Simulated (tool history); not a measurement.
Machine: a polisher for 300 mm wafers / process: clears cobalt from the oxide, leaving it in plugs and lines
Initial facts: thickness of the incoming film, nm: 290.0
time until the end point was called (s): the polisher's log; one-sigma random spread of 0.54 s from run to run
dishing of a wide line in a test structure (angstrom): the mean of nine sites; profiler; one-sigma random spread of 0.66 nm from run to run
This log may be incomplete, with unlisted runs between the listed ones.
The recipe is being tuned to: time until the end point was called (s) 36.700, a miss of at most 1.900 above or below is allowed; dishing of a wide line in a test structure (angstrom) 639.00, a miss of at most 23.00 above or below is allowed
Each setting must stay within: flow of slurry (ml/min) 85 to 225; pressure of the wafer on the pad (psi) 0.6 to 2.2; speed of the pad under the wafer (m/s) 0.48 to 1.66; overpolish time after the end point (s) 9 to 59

run,hour,flow of slurry (ml/min),pressure of the wafer on the pad (psi),speed of the pad under the wafer (m/s),overpolish time after the end point (s),time until the end point was called (s),dishing of a wide line in a test structure (angstrom)
1,0.0,145,1.4,1.06,30,80.638,545.36
2,7.9,145,1.4,1.26,30,68.123,589.49
3,9.3,145,1.8,1.26,30,54.112,637.09
4,16.5,175,1.8,1.26,30,52.541,628.65
5,24.7,175,1.8,1.46,30,45.601,654.57
6,29.9,175,1.4,1.46,30,57.369,619.87
7,34.0,175,1.5,1.46,29,54.692,628.52
8,41.4,175,1.6,1.46,28,49.723,629.91
9,42.6,175,1.7,1.46,27,48.681,632.68
10,43.9,175,1.8,1.46,26,46.182,642.14
11,49.0,175,1.9,1.46,25,42.559,639.93
# hour 57.0: worn pad replaced by a new one
12,57.0,175,1.9,1.46,24,40.396,646.17
13,63.5,175,1.9,1.46,23,40.925,639.12

Exercise: of the 4 proposed moves below, exactly one satisfies all targets within the stated allowed misses. Which move is it?
A,70.0,160,1.8,1.50,23,?,?
B,70.0,175,2.2,1.40,21,?,?
C,70.0,185,1.5,1.44,31,?,?
D,70.0,145,1.8,1.42,25,?,?

move,time until the end point was called (s),dishing of a wide line in a test structure (angstrom)
A,41.550,626.84
B,36.133,635.03
C,49.777,648.73
D,44.464,630.00
A: further off than the last run
B: every result lands within tolerance
C: further off than the last run
D: further off than the last run
Correct choice: B, which meets every target

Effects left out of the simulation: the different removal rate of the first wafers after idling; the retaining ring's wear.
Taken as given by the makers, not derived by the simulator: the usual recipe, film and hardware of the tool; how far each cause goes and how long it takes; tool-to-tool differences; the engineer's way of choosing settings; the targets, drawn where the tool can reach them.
